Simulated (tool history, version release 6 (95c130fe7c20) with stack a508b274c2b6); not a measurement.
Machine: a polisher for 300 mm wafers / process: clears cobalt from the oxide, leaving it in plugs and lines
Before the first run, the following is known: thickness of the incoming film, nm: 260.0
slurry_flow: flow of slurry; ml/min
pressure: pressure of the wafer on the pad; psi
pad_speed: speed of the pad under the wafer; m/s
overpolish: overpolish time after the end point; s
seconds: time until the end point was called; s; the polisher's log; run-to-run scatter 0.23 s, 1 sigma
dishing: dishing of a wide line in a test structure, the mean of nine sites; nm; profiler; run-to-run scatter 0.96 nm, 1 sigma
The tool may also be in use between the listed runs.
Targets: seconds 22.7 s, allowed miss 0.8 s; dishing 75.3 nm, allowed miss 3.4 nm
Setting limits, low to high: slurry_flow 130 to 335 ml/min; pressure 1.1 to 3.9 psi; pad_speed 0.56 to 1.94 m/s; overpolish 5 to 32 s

{"run": 1, "hour": 0.0, "slurry_flow": 215, "pressure": 2.5, "pad_speed": 1.24, "overpolish": 16, "seconds": 40.768, "dishing": 58.527}
{"run": 2, "hour": 2.9, "slurry_flow": 220, "pressure": 2.9, "pad_speed": 1.24, "overpolish": 16, "seconds": 35.219, "dishing": 61.775}
{"run": 3, "hour": 5.5, "slurry_flow": 220, "pressure": 2.9, "pad_speed": 0.96, "overpolish": 16, "seconds": 45.031, "dishing": 55.478}
{"run": 4, "hour": 9.8, "slurry_flow": 225, "pressure": 3.2, "pad_speed": 1.06, "overpolish": 16, "seconds": 36.86, "dishing": 61.369}
{"run": 5, "hour": 11.2, "slurry_flow": 225, "pressure": 3.4, "pad_speed": 1.12, "overpolish": 16, "seconds": 32.492, "dishing": 64.804}
{"run": 6, "hour": 18.1, "slurry_flow": 225, "pressure": 3.7, "pad_speed": 1.12, "overpolish": 16, "seconds": 30.141, "dishing": 65.23}
{"run": 7, "hour": 20.6, "slurry_flow": 235, "pressure": 3.8, "pad_speed": 1.18, "overpolish": 16, "seconds": 27.77, "dishing": 67.29}
{"run": 8, "hour": 27.3, "slurry_flow": 235, "pressure": 3.8, "pad_speed": 1.24, "overpolish": 16, "seconds": 27.092, "dishing": 69.267}
{"run": 9, "hour": 35.6, "slurry_flow": 235, "pressure": 3.8, "pad_speed": 1.3, "overpolish": 16, "seconds": 25.709, "dishing": 68.924}
{"run": 10, "hour": 38.0, "slurry_flow": 235, "pressure": 3.8, "pad_speed": 1.34, "overpolish": 16, "seconds": 24.564, "dishing": 70.473}
{"run": 11, "hour": 41.5, "slurry_flow": 235, "pressure": 3.8, "pad_speed": 1.36, "overpolish": 16, "seconds": 24.487, "dishing": 69.968}

Next run, 5 choices. One meets every target within its allowed miss, the rest don't. Which?
{"run": "A", "hour": 45.0, "slurry_flow": 240, "pressure": 3.9, "pad_speed": 1.3, "overpolish": 20, "seconds": "?", "dishing": "?"}
{"run": "B", "hour": 45.0, "slurry_flow": 185, "pressure": 3.8, "pad_speed": 1.52, "overpolish": 19, "seconds": "?", "dishing": "?"}
{"run": "C", "hour": 45.0, "slurry_flow": 220, "pressure": 3.7, "pad_speed": 1.5, "overpolish": 11, "seconds": "?", "dishing": "?"}
{"run": "D", "hour": 45.0, "slurry_flow": 195, "pressure": 3.4, "pad_speed": 1.3, "overpolish": 16, "seconds": "?", "dishing": "?"}
{"run": "E", "hour": 45.0, "slurry_flow": 220, "pressure": 3.4, "pad_speed": 1.7, "overpolish": 10, "seconds": "?", "dishing": "?"}

move=A seconds=24.365 dishing=72.562
move=B seconds=22.248 dishing=73.045
move=C seconds=22.563 dishing=62.28
move=D seconds=28.652 dishing=65.557
move=E seconds=21.69 dishing=60.863
A: nearer the targets than the last run, but a result is still out of spec
B: in spec on every target
C: the furthest-off result lands on target, but another misses its tolerance
D: lands further from the targets than the last run did
E: takes the result that was furthest off past its target
The move that meets every target is B.
